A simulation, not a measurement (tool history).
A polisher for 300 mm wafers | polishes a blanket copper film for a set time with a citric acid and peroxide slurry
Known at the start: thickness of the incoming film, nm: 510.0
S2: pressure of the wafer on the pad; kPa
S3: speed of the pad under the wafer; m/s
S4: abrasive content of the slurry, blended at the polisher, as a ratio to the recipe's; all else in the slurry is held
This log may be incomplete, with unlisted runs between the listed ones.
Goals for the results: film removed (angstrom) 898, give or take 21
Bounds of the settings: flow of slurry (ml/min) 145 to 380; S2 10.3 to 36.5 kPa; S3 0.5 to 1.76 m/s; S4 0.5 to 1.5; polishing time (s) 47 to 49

run 1 hour=0 | flow_of_slurry_(ml/min)=245 S2=23.4 S3=1.12 S4=1 polishing_time_(s)=47 | film_removed_(angstrom)=1204.4
run 2 hour=4.6 | flow_of_slurry_(ml/min)=240 S2=22.1 S3=1.12 S4=1 polishing_time_(s)=47 | film_removed_(angstrom)=1106.4
run 3 hour=5.7 | flow_of_slurry_(ml/min)=180 S2=22.1 S3=1.12 S4=1 polishing_time_(s)=47 | film_removed_(angstrom)=1084.1
run 4 hour=11.4 | flow_of_slurry_(ml/min)=180 S2=21.4 S3=1.12 S4=1 polishing_time_(s)=47 | film_removed_(angstrom)=1052.7
run 5 hour=12.4 | flow_of_slurry_(ml/min)=180 S2=21.4 S3=0.86 S4=1 polishing_time_(s)=47 | film_removed_(angstrom)=836.55
run 6 hour=21 | flow_of_slurry_(ml/min)=185 S2=21.4 S3=0.86 S4=1 polishing_time_(s)=47 | film_removed_(angstrom)=835.49
run 7 hour=22.1 | flow_of_slurry_(ml/min)=190 S2=21.4 S3=0.86 S4=1 polishing_time_(s)=47 | film_removed_(angstrom)=835.19
run 8 hour=30.4 | flow_of_slurry_(ml/min)=195 S2=21.4 S3=0.86 S4=1 polishing_time_(s)=47 | film_removed_(angstrom)=832.67
run 9 hour=31.9 | flow_of_slurry_(ml/min)=200 S2=21.4 S3=0.86 S4=1 polishing_time_(s)=47 | film_removed_(angstrom)=834.1

Pick the move, out of 5, that brings all results within their allowed miss; only one does.
run A hour=33.4 | flow_of_slurry_(ml/min)=165 S2=18.6 S3=0.96 S4=1.1 polishing_time_(s)=49 | film_removed_(angstrom)=?
run B hour=33.4 | flow_of_slurry_(ml/min)=175 S2=22.1 S3=0.8 S4=1.05 polishing_time_(s)=49 | film_removed_(angstrom)=?
run C hour=33.4 | flow_of_slurry_(ml/min)=340 S2=22.1 S3=0.8 S4=1.3 polishing_time_(s)=47 | film_removed_(angstrom)=?
run D hour=33.4 | flow_of_slurry_(ml/min)=195 S2=20.7 S3=0.9 S4=1 polishing_time_(s)=47 | film_removed_(angstrom)=?
run E hour=33.4 | flow_of_slurry_(ml/min)=180 S2=20.7 S3=0.88 S4=1 polishing_time_(s)=48 | film_removed_(angstrom)=?

move=A film_removed_(angstrom)=854.1
move=B film_removed_(angstrom)=846.88
move=C film_removed_(angstrom)=908.17
move=D film_removed_(angstrom)=849.19
move=E film_removed_(angstrom)=842.78
A: an improvement on the last run, though not all results are within tolerance
B: an improvement on the last run, though not all results are within tolerance
C: in spec on every target
D: an improvement on the last run, though not all results are within tolerance
E: an improvement on the last run, though not all results are within tolerance
Move C is the one to make.
